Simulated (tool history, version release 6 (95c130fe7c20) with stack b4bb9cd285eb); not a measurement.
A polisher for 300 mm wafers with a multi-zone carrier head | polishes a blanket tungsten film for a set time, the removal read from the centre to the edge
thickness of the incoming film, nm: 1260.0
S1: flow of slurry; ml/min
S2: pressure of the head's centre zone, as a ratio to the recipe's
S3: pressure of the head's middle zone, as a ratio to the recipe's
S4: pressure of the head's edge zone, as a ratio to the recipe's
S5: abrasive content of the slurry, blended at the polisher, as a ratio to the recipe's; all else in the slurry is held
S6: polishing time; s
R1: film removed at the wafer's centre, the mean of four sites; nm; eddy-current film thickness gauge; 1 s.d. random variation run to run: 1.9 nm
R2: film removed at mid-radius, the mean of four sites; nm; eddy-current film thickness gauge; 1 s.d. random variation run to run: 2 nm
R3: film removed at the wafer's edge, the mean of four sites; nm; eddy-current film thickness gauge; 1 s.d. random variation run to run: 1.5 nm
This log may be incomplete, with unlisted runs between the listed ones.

Run 1, hour 0.0: S1 285 ml/min, S2 1.00, S3 1.00, S4 1.00, S5 1.0, S6 61 s. Result: R1 173.39 nm, R2 183.31 nm, R3 182.56 nm.
Run 2, hour 1.5: S1 295 ml/min, S2 1.01, S3 1.03, S4 1.00, S5 1.0, S6 61 s. Result: R1 175.38 nm, R2 190.72 nm, R3 184.81 nm.
Run 3, hour 3.5: S1 295 ml/min, S2 0.94, S3 1.03, S4 1.00, S5 1.0, S6 61 s. Result: R1 167.75 nm, R2 187.21 nm, R3 181.61 nm.
Run 4, hour 11.9: S1 295 ml/min, S2 0.94, S3 0.97, S4 1.00, S5 1.0, S6 61 s. Result: R1 165.51 nm, R2 178.92 nm, R3 179.77 nm.
Run 5, hour 15.0: S1 225 ml/min, S2 0.94, S3 0.97, S4 1.00, S5 1.0, S6 61 s. Result: R1 158.92 nm, R2 174.77 nm, R3 177.73 nm.
Run 6, hour 16.0: S1 240 ml/min, S2 0.96, S3 1.00, S4 0.99, S5 1.0, S6 61 s. Result: R1 162.50 nm, R2 181.29 nm, R3 177.84 nm.
Run 7, hour 22.8: S1 255 ml/min, S2 0.98, S3 1.03, S4 0.98, S5 1.0, S6 61 s. Result: R1 170.86 nm, R2 183.60 nm, R3 179.54 nm.

Forecast run 8:
Run 8, hour 26.8: S1 285 ml/min, S2 0.96, S3 1.06, S4 0.97, S5 1.0, S6 61 s. Result: R1 ?, R2 ?, R3 ?.

{"run 8": {"R1": 167.21, "R2": 192.74, "R3": 180.8}}
